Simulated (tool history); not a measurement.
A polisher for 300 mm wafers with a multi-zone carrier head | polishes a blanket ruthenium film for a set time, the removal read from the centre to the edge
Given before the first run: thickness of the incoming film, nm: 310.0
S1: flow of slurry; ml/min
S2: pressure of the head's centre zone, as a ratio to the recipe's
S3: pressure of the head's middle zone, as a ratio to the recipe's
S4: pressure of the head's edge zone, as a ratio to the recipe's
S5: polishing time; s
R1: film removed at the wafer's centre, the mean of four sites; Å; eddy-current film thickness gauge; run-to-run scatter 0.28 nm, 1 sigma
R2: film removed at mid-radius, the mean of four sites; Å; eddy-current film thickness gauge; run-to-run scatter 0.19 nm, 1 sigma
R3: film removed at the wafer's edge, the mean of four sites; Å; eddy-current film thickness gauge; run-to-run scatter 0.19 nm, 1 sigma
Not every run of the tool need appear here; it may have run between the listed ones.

run 1 hour=0 | S1=295 S2=1 S3=1 S4=1 S5=56 | R1=314.93 R2=307.19 R3=311.74
run 2 hour=5.7 | S1=295 S2=1.01 S3=1 S4=0.96 S5=53 | R1=299.02 R2=290.49 R3=285.66
run 3 hour=13.6 | S1=295 S2=1.02 S3=0.99 S4=0.93 S5=51 | R1=293.38 R2=274.18 R3=272.91
run 4 hour=22.6 | S1=295 S2=1.02 S3=1.04 S4=0.93 S5=51 | R1=290.47 R2=288.69 R3=273.01
run 5 hour=23.9 | S1=295 S2=1.03 S3=1.03 S4=0.91 S5=49 | R1=283.57 R2=275.64 R3=261.95
run 6 hour=31 | S1=295 S2=1.03 S3=1.03 S4=0.86 S5=49 | R1=285.11 R2=274.26 R3=256.27
run 7 hour=40 | S1=290 S2=1.04 S3=1.03 S4=0.85 S5=47 | R1=273.46 R2=263.13 R3=239.75
run 8 hour=42.7 | S1=275 S2=1.04 S3=1.02 S4=0.84 S5=47 | R1=276.51 R2=263.17 R3=241.37
run 9 hour=50.2 | S1=275 S2=1.04 S3=1.01 S4=0.83 S5=46 | R1=262.32 R2=247.31 R3=233.71

Forecast run 10:
run 10 hour=55.5 | S1=270 S2=1.05 S3=1.01 S4=0.83 S5=46 | R1=? R2=? R3=?

Run 10 measured R1 271.76 Å, R2 247.83 Å, R3 232.79 Å.
